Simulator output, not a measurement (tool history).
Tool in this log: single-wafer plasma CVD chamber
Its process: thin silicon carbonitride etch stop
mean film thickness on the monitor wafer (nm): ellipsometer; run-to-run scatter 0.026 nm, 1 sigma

| run | hour | RF power (W) | deposition time (s) | mean film thickness on the monitor wafer (nm) |
|---|---|---|---|---|
| 1 | 0.0 | 220 | 13.2 | 8.2002 |
| 2 | 8.4 | 210 | 12.8 | 7.8021 |
| 3 | 16.6 | 200 | 12.5 | 7.5427 |
| 4 | 22.9 | 195 | 12.3 | 7.3073 |
| 5 | 28.4 | 210 | 12.3 | 7.5100 |
| 6 | 32.2 | 200 | 12.1 | 7.2800 |
| 7 | 34.5 | 195 | 12.0 | 7.1492 |

Expected results for the next run?
| 8 | 40.4 | 190 | 11.9 | ? |

{"run 8": {"mean film thickness on the monitor wafer (nm)": 6.9918}}

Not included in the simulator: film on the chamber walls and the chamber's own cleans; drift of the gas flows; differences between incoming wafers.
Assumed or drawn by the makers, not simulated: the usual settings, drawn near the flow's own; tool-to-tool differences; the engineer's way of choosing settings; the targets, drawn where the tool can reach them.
